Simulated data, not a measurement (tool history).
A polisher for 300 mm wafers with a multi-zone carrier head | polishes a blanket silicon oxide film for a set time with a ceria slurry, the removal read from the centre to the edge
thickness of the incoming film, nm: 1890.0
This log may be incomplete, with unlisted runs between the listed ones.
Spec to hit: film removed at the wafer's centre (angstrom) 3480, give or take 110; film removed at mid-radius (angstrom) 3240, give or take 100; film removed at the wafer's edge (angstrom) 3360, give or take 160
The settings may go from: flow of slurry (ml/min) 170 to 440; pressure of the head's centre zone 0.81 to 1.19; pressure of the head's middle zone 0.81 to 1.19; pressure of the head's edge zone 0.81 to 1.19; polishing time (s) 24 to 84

| run | hour | flow of slurry (ml/min) | pressure of the head's centre zone | pressure of the head's middle zone | pressure of the head's edge zone | polishing time (s) | film removed at the wafer's centre (angstrom) | film removed at mid-radius (angstrom) | film removed at the wafer's edge (angstrom) |
|---|---|---|---|---|---|---|---|---|---|
| 1 | 0 | 280 | 1 | 1 | 1 | 54 | 2560.9 | 2576.9 | 2591.7 |
| 2 | 1.1 | 325 | 1 | 1 | 1 | 54 | 2574.2 | 2654.6 | 2591.6 |
| 3 | 7.6 | 315 | 1.01 | 1.01 | 1.02 | 56 | 2732.6 | 2757.5 | 2770.9 |
| 4 | 15.9 | 315 | 1.01 | 1.01 | 1.1 | 56 | 2705.2 | 2790 | 2928.7 |
| 5 | 17.4 | 315 | 1.1 | 1.01 | 1.1 | 56 | 2927.6 | 2760.9 | 2849.7 |
| 6 | 21.4 | 315 | 1.18 | 1.01 | 1.1 | 56 | 3093.5 | 2764.4 | 2828.4 |
| 7 | 27.8 | 320 | 1.18 | 1.02 | 1.11 | 57 | 3188 | 2850.2 | 2847.9 |
| 8 | 33.1 | 320 | 1.17 | 1.02 | 1.12 | 58 | 3213.7 | 2931.9 | 2941.9 |
| 9 | 34 | 320 | 1.17 | 1.02 | 1.13 | 59 | 3295.5 | 2918.9 | 3162.2 |
| 10 | 39.4 | 325 | 1.17 | 1.03 | 1.13 | 59 | 3330.4 | 2960.9 | 3098.4 |
| 11 | 44.2 | 330 | 1.17 | 1.04 | 1.14 | 59 | 3324.8 | 3027.7 | 3107.6 |

Next run, 4 choices. One meets every target within its allowed miss, the rest don't. Which?
| A | 49 | 330 | 1.07 | 1.1 | 1.08 | 61 | ? | ? | ? |
| B | 49 | 320 | 1.07 | 0.88 | 1.19 | 63 | ? | ? | ? |
| C | 49 | 325 | 1.16 | 1.06 | 1.18 | 63 | ? | ? | ? |
| D | 49 | 345 | 1.19 | 1.05 | 1.06 | 61 | ? | ? | ? |

| move | film removed at the wafer's centre (angstrom) | film removed at mid-radius (angstrom) | film removed at the wafer's edge (angstrom) |
|---|---|---|---|
| A | 3175.8 | 3277.3 | 3071.6 |
| B | 3265.8 | 2797.6 | 3337.6 |
| C | 3530.6 | 3273.4 | 3318.1 |
| D | 3519.3 | 3159.1 | 3053.3 |
A: gets the furthest-off result to its target, but another result is out of tolerance
B: moves away from the targets compared with the last run
C: every result within its allowed miss
D: gets the furthest-off result to its target, but another result is out of tolerance
So the answer is move C, the one that meets all the targets.
